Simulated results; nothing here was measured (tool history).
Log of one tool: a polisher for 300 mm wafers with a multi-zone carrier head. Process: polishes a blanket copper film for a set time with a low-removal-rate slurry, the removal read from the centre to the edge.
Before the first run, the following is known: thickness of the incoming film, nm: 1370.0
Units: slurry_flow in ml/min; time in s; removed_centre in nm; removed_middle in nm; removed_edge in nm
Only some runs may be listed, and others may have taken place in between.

run,hour,slurry_flow,centre_zone,middle_zone,edge_zone,slurry_solids,time,removed_centre,removed_middle,removed_edge
1,0,310,1,1,1,1,65,287.79,287.55,299.35
2,6.3,305,0.97,0.97,0.98,0.9,64,266.61,265.64,277.6
3,10.5,300,0.94,0.95,0.97,0.85,64,260.35,261.87,278.93
4,13.5,335,0.94,0.95,0.97,0.85,64,268.19,267.91,283.29
5,22.2,335,0.9,0.95,0.97,0.85,64,256.08,264.18,279.34
6,28.4,335,0.9,0.89,0.97,0.85,64,253.64,252.32,282.88
7,32.8,320,0.89,0.89,0.95,0.8,64,237.76,246.75,278.36
8,39,320,0.9,0.89,0.93,0.75,63,240.21,240.5,267.79

Estimate the outcome of run 9 from the log above:
9,40.5,310,0.9,0.89,0.92,0.75,63,?,?,?

For run 9 the tool returned removed_centre 238.52 nm, removed_middle 240.19 nm, removed_edge 269.52 nm.
